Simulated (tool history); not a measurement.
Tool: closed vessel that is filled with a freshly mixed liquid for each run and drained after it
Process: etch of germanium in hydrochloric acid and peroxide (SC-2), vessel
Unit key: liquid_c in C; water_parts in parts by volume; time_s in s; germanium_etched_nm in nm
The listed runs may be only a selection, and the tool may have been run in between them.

run,day,liquid_c,water_parts,time_s,germanium_etched_nm
1,0,48,12,30,73.845
2,0.096,46,12,30,69.001
3,0.362,44.5,12,30,66.552
4,0.571,44.5,12,30,66.805
5,0.738,44.5,12,30,66.261
6,1.05,44.5,14,30,64.906
7,1.429,43.5,14,30,62.865
8,1.512,42.5,14,30,60.286
# day 1.796: chemicals flow meter replaced
9,1.796,42.5,14,30,60.437

Run 10 is up next; what results do you expect?
10,2.15,42,14,30,?

germanium_etched_nm: 59.184 nm
